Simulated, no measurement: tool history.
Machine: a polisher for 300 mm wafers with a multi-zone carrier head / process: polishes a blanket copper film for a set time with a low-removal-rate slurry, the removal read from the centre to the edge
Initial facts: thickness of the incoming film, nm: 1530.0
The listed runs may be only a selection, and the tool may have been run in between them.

run,hour,flow of slurry (ml/min),pressure of the head's centre zone,pressure of the head's middle zone,pressure of the head's edge zone,abrasive content of the slurry,polishing time (s),film removed at the wafer's centre (nm),film removed at mid-radius (nm),film removed at the wafer's edge (nm)
1,0,200,1,1,1,1,80,397.15,411.64,401.97
2,5.3,200,0.98,1.03,0.96,0.85,74,347.1,378.46,341.95
3,7,165,0.98,1.03,0.96,0.85,74,333.65,362.86,347.17
4,12.5,165,0.9,1.03,0.96,0.85,74,306.14,364.53,338.51
5,16.7,165,0.97,1.03,0.96,0.85,74,330.95,362.1,336.83
6,19.6,165,0.97,1.03,0.92,0.85,74,336.43,372.93,342.05

What will run 7 give?
7,21,180,0.95,1.05,0.92,0.75,71,?,?,?

Run 7 came out at film removed at the wafer's centre (nm) 308.78, film removed at mid-radius (nm) 344.56, film removed at the wafer's edge (nm) 315.33.
